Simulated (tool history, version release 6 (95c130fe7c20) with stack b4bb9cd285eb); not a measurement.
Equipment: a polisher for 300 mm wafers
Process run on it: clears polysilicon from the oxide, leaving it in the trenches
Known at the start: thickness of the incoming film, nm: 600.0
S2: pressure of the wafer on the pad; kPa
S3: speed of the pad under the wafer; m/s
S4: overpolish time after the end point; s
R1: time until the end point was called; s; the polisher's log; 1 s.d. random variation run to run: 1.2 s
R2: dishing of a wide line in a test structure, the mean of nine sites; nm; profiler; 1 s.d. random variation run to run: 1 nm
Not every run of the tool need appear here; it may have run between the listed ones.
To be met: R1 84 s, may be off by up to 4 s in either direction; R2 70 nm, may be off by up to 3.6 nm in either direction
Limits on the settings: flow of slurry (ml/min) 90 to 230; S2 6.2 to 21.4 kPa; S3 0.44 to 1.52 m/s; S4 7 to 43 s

Run 1, hour 0: flow of slurry (ml/min) 150, S2 13.8 kPa, S3 0.98 m/s, S4 22 s. Result: R1 63.578 s, R2 72.768 nm.
Run 2, hour 4.4: flow of slurry (ml/min) 150, S2 13.1 kPa, S3 0.98 m/s, S4 22 s. Result: R1 66.174 s, R2 70.371 nm.
Run 3, hour 9.5: flow of slurry (ml/min) 150, S2 13.1 kPa, S3 1.1 m/s, S4 22 s. Result: R1 60.515 s, R2 72.723 nm.
Run 4, hour 15.3: flow of slurry (ml/min) 150, S2 13.1 kPa, S3 1.22 m/s, S4 22 s. Result: R1 53.816 s, R2 73.347 nm.
Run 5, hour 22.4: flow of slurry (ml/min) 150, S2 15.2 kPa, S3 1.22 m/s, S4 22 s. Result: R1 48.589 s, R2 73.151 nm.
At hour 30.2: slurry nozzle cleaned.
Run 6, hour 30.2: flow of slurry (ml/min) 150, S2 15.2 kPa, S3 1.4 m/s, S4 22 s. Result: R1 40.888 s, R2 76.125 nm.
Run 7, hour 32.7: flow of slurry (ml/min) 145, S2 11 kPa, S3 1.32 m/s, S4 31 s. Result: R1 56.43 s, R2 74.932 nm.
Run 8, hour 40.3: flow of slurry (ml/min) 140, S2 6.9 kPa, S3 1.2 m/s, S4 37 s. Result: R1 86.423 s, R2 74.633 nm.
Run 9, hour 48.9: flow of slurry (ml/min) 140, S2 6.9 kPa, S3 1.2 m/s, S4 36 s. Result: R1 91.433 s, R2 75.082 nm.
Run 10, hour 56.2: flow of slurry (ml/min) 140, S2 6.9 kPa, S3 1.2 m/s, S4 34 s. Result: R1 88.338 s, R2 72.418 nm.
Run 11, hour 58.7: flow of slurry (ml/min) 140, S2 6.9 kPa, S3 1.2 m/s, S4 33 s. Result: R1 89.598 s, R2 71.367 nm.

Which one of the following 5 next-run settings gets every result inside its allowed miss? There is exactly one.
Run A, hour 61.2: flow of slurry (ml/min) 125, S2 6.9 kPa, S3 1.32 m/s, S4 29 s. Result: R1 ?, R2 ?.
Run B, hour 61.2: flow of slurry (ml/min) 160, S2 6.9 kPa, S3 1.14 m/s, S4 20 s. Result: R1 ?, R2 ?.
Run C, hour 61.2: flow of slurry (ml/min) 130, S2 6.9 kPa, S3 1.14 m/s, S4 27 s. Result: R1 ?, R2 ?.
Run D, hour 61.2: flow of slurry (ml/min) 120, S2 6.2 kPa, S3 1.24 m/s, S4 42 s. Result: R1 ?, R2 ?.
Run E, hour 61.2: flow of slurry (ml/min) 135, S2 7.6 kPa, S3 1.4 m/s, S4 16 s. Result: R1 ?, R2 ?.

move      R1      R2
   A  84.593  69.891
   B  94.691   59.94
   C   97.12   66.17
   D  97.398  72.801
   E  73.783  60.592
A: every result lands within tolerance
B: misses by more than the last run did
C: misses by more than the last run did
D: misses by more than the last run did
E: carries the result that was furthest off beyond its target, to the other side
So the answer is move A, the one that meets all the targets.
